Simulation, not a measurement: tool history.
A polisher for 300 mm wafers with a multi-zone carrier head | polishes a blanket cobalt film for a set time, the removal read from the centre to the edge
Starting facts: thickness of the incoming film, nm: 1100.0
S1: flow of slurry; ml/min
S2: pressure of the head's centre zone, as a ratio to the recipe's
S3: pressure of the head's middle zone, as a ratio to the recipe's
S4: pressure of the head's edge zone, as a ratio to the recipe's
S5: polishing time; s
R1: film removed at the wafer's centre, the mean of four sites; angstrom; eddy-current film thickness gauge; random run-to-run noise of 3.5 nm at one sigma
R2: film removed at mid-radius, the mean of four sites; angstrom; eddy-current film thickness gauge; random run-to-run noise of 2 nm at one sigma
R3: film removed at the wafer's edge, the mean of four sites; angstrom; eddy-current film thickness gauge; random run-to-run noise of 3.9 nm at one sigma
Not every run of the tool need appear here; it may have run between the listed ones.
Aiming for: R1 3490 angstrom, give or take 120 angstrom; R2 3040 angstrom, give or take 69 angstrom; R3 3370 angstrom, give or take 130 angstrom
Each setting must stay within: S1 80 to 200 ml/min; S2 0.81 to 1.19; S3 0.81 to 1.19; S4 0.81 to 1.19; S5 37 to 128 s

run 1 hour=0 | S1=130 S2=1 S3=1 S4=1 S5=82 | R1=2637.7 R2=2639.5 R3=2734.6
run 2 hour=1.4 | S1=100 S2=1 S3=1 S4=1 S5=82 | R1=2448.1 R2=2457.6 R3=2573.1
run 3 hour=4.4 | S1=115 S2=1.02 S3=1 S4=1.02 S5=82 | R1=2600.1 R2=2576.5 R3=2643
run 4 hour=7.6 | S1=115 S2=1.02 S3=1 S4=1.02 S5=70 | R1=2262 R2=2175.1 R3=2300.7
run 5 hour=13.5 | S1=115 S2=0.96 S3=1 S4=1.02 S5=70 | R1=2080.5 R2=2215.5 R3=2257.8
run 6 hour=14.5 | S1=115 S2=0.96 S3=1 S4=0.95 S5=70 | R1=2070.7 R2=2186.8 R3=2236.6
run 7 hour=19.4 | S1=125 S2=0.98 S3=0.99 S4=0.98 S5=74 | R1=2274.8 R2=2353.7 R3=2338
run 8 hour=27.4 | S1=130 S2=1.02 S3=1.03 S4=1.02 S5=75 | R1=2463.1 R2=2453.1 R3=2503.6
run 9 hour=34.4 | S1=165 S2=1.12 S3=1.13 S4=1.12 S5=81 | R1=3115.8 R2=3026.9 R3=2950.9
run 10 hour=37.2 | S1=170 S2=1.12 S3=1.11 S4=1.13 S5=82 | R1=3139 R2=3039.6 R3=2988.1
run 11 hour=39.8 | S1=170 S2=1.12 S3=1.11 S4=1.13 S5=82 | R1=3205.2 R2=3032.9 R3=2983.6
run 12 hour=41.7 | S1=165 S2=1.12 S3=1.09 S4=1.14 S5=84 | R1=3183.2 R2=3064 R3=3068.8
run 13 hour=45.9 | S1=165 S2=1.13 S3=1.07 S4=1.15 S5=85 | R1=3242 R2=3062 R3=3065.2
run 14 hour=51.2 | S1=165 S2=1.13 S3=1.07 S4=1.15 S5=85 | R1=3214 R2=3082.3 R3=3169.7

Of the 4 settings listed for the next run, only one would bring every result within its allowed miss of target. Which one?
run A hour=56.5 | S1=175 S2=1.15 S3=0.91 S4=1.19 S5=90 | R1=? R2=? R3=?
run B hour=56.5 | S1=155 S2=1.06 S3=1.07 S4=1.18 S5=87 | R1=? R2=? R3=?
run C hour=56.5 | S1=135 S2=1.19 S3=1.05 S4=1.08 S5=90 | R1=? R2=? R3=?
run D hour=56.5 | S1=155 S2=1.15 S3=1 S4=1.19 S5=91 | R1=? R2=? R3=?

move=A R1=3542.8 R2=2825.8 R3=3361.3
move=B R1=3083.7 R2=3066.7 R3=3178.5
move=C R1=3473.9 R2=3035.8 R3=3081.9
move=D R1=3499.7 R2=3027.2 R3=3342.5
A: the furthest-off result lands on target, but another misses its tolerance
B: its largest miss is bigger than the last run's
C: the furthest-off result lands on target, but another misses its tolerance
D: meets every target
Move D is the one to make.
